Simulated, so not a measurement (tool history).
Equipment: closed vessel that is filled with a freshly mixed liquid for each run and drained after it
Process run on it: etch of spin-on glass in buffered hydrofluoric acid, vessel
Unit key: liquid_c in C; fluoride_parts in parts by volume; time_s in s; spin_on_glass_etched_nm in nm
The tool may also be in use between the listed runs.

run,hour,liquid_c,fluoride_parts,time_s,spin_on_glass_etched_nm
1,0,24,12.5,30,82.738
2,0.7,26,12.5,30,92.357
3,5.4,26,12.5,30,93.845
4,9.2,26,12.5,30,92.831
5,11.1,27.5,11.5,30,109.92
6,16,27.5,11.5,30,110.08

For run 7, what comes out?
7,24,28.5,10.5,30,?

{"run 7": {"spin_on_glass_etched_nm": 127.61}}
